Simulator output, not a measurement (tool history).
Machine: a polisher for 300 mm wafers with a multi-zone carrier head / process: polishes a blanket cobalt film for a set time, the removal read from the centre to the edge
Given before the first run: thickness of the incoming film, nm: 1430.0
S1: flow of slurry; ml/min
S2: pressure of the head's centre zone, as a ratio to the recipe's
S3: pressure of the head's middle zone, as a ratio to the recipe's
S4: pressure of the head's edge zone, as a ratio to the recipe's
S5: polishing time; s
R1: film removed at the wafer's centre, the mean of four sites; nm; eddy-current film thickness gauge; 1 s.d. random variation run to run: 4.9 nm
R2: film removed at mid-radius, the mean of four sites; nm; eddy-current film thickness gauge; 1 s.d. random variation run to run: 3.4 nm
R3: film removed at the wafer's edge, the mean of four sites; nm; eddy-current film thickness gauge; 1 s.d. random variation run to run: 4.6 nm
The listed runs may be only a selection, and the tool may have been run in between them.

run 1 hour=0 | S1=205 S2=1 S3=1 S4=1 S5=88 | R1=549.2 R2=559.65 R3=554.8
run 2 hour=8.7 | S1=200 S2=1 S3=1 S4=0.98 S5=88 | R1=540.34 R2=554.26 R3=549.68
run 3 hour=12.9 | S1=200 S2=0.97 S3=1 S4=0.98 S5=88 | R1=527.76 R2=557.39 R3=548.36
run 4 hour=18.2 | S1=200 S2=0.97 S3=1 S4=0.96 S5=88 | R1=526.65 R2=554.09 R3=546.49
run 5 hour=18.9 | S1=200 S2=0.97 S3=1 S4=1 S5=88 | R1=531.61 R2=551.12 R3=560.35
run 6 hour=26.6 | S1=200 S2=0.97 S3=1.04 S4=1 S5=88 | R1=533.87 R2=573.86 R3=549.58

What will run 7 give?
run 7 hour=33.4 | S1=150 S2=1 S3=1.05 S4=0.9 S5=85 | R1=? R2=? R3=?

For run 7 the tool returned R1 500.37 nm, R2 525.95 nm, R3 490.41 nm.

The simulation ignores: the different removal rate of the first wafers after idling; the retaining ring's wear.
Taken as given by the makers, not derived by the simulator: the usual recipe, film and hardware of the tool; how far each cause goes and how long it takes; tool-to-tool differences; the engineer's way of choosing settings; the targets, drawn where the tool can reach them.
